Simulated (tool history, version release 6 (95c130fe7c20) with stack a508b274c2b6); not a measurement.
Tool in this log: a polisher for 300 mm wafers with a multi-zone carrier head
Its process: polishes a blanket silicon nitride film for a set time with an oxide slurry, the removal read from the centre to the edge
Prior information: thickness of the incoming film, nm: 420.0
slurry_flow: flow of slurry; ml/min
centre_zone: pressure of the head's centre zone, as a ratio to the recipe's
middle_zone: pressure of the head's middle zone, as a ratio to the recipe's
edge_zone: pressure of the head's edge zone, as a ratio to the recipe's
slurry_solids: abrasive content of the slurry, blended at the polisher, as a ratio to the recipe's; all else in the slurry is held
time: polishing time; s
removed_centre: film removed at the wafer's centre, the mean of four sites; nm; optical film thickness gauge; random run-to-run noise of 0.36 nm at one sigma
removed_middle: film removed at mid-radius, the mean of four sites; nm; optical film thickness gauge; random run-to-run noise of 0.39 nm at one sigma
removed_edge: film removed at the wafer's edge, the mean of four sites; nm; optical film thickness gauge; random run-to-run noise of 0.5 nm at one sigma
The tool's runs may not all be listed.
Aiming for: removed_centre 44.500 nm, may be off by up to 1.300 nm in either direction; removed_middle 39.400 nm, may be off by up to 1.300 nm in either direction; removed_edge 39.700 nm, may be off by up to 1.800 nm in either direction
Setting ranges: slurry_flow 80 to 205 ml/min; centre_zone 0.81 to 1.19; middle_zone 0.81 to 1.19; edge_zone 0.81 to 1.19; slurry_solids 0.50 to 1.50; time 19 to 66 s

run	hour	slurry_flow	centre_zone	middle_zone	edge_zone	slurry_solids	time	removed_centre	removed_middle	removed_edge
1	0.0	135	1.00	1.00	1.00	1.00	42	25.544	24.881	25.595
2	5.0	135	1.00	1.00	1.00	0.80	42	23.469	22.570	23.019
3	6.8	135	1.00	1.06	1.00	0.80	42	23.561	23.980	22.895
4	13.0	135	1.00	1.06	1.00	0.60	42	20.182	20.439	20.108
5	15.7	135	1.00	1.02	1.00	0.60	42	20.317	19.832	20.282
6	24.2	135	1.00	1.02	1.00	0.50	42	18.158	18.160	17.544
7	27.7	140	1.02	1.04	1.01	0.60	42	21.039	20.076	20.585
8	35.9	145	1.03	1.06	1.01	0.70	42	23.296	22.798	22.362
9	44.0	150	1.05	1.07	1.03	0.75	42	24.326	23.967	23.181
10	50.9	155	1.07	1.07	1.04	0.80	42	26.473	25.216	24.156
11	56.5	155	1.08	1.07	1.06	0.85	42	27.521	25.859	25.135
12	60.0	160	1.09	1.07	1.07	0.90	42	28.444	26.299	25.914
13	65.9	190	1.18	1.15	1.17	1.15	47	40.173	36.672	35.616
14	69.1	195	1.18	1.13	1.18	1.25	47	42.093	38.645	35.719
# hour 70.6: slurry nozzle cleaned
15	70.6	190	1.18	1.13	1.18	1.25	48	45.988	41.324	38.428
16	75.9	190	1.17	1.12	1.18	1.25	48	45.851	40.493	40.024
17	79.2	190	1.17	1.12	1.18	1.25	48	45.994	41.297	40.103

Pick the move, out of 5, that brings all results within their allowed miss; only one does.
A	82.5	205	1.16	1.16	1.16	1.30	48	?	?	?
B	82.5	165	1.13	1.19	1.07	1.35	48	?	?	?
C	82.5	175	1.14	1.08	1.19	1.35	47	?	?	?
D	82.5	175	1.15	1.13	1.13	1.35	51	?	?	?
E	82.5	190	1.19	1.09	1.11	1.05	53	?	?	?

move	removed_centre	removed_middle	removed_edge
A	47.163	43.763	39.362
B	44.774	43.792	37.300
C	44.723	39.857	38.923
D	48.975	44.962	41.090
E	48.416	41.576	38.722
A: lands further from the targets than the last run did
B: lands further from the targets than the last run did
C: hits every target within its allowed miss
D: lands further from the targets than the last run did
E: lands further from the targets than the last run did
The right move is C.
